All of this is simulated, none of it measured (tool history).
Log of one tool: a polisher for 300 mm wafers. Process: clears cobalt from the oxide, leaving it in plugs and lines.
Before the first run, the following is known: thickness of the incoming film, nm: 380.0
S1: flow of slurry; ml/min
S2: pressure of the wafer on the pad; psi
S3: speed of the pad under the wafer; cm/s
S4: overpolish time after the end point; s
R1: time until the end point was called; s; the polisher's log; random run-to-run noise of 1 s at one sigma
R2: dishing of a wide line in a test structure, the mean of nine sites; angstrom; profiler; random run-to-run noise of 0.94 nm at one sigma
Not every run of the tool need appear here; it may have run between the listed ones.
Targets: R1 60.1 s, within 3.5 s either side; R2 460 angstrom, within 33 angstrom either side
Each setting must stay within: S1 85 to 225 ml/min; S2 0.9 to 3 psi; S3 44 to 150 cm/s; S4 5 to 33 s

run	hour	S1	S2	S3	S4	R1	R2
1	0	145	1.9	96	17	97.615	415.6
2	3.4	145	2.1	96	16	88.375	415.31
3	11.7	145	2.1	96	13	85.358	380.51
4	13.9	145	2.6	96	13	74.165	413.97
5	16.4	145	2.7	98	13	68.004	429.9
6	17.2	145	2.7	88	13	72.141	436.76
7	20.8	145	2.8	90	13	70.485	435.24
8	27.6	145	2.8	92	13	69.561	438.02
9	34.6	145	2.8	94	13	67.864	439.55
10	39	150	2.9	96	13	63.171	447.97
11	44.2	150	2.9	96	13	64.546	456.12

Next run, 5 choices. One meets every target within its allowed miss, the rest don't. Which?
A	49.4	140	2.9	102	13	?	?
B	49.4	125	3	114	13	?	?
C	49.4	190	2.5	96	17	?	?
D	49.4	145	2.7	88	16	?	?
E	49.4	200	3	80	18	?	?

move	R1	R2
A	59.665	466.39
B	53.303	489.07
C	69.678	490.21
D	72.292	470.29
E	67.661	506.88
A: every result within its allowed miss
B: pushes the last run's worst result past its target
C: its largest miss is bigger than the last run's
D: its largest miss is bigger than the last run's
E: its largest miss is bigger than the last run's
So the answer is move A, the one that meets all the targets.

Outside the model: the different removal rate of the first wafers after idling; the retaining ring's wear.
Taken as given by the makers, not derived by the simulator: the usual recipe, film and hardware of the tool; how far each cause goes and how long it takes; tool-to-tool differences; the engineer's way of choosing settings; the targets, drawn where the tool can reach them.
